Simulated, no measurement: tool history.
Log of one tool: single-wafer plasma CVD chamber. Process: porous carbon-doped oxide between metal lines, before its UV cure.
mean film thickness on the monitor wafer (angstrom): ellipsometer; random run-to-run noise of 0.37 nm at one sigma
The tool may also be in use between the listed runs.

| run | hour | heater temperature setpoint (K) | RF power (W) | deposition time (s) | mean film thickness on the monitor wafer (angstrom) |
|---|---|---|---|---|---|
| 1 | 0 | 583.15 | 440 | 19.6 | 949.22 |
| 2 | 8 | 583.15 | 400 | 19.6 | 861.24 |
| 3 | 10.1 | 583.15 | 350 | 19.6 | 747.07 |
| 4 | 15.3 | 593.15 | 350 | 19.6 | 719.22 |
| 5 | 18.7 | 593.15 | 350 | 19.6 | 721.04 |
| 6 | 25.2 | 587.15 | 350 | 19.6 | 730.15 |

Run 7, settings as shown, results not yet in. Your forecast:
| 7 | 30.5 | 585.15 | 350 | 19.6 | ? |

{"run 7": {"mean film thickness on the monitor wafer (angstrom)": 744.74}}

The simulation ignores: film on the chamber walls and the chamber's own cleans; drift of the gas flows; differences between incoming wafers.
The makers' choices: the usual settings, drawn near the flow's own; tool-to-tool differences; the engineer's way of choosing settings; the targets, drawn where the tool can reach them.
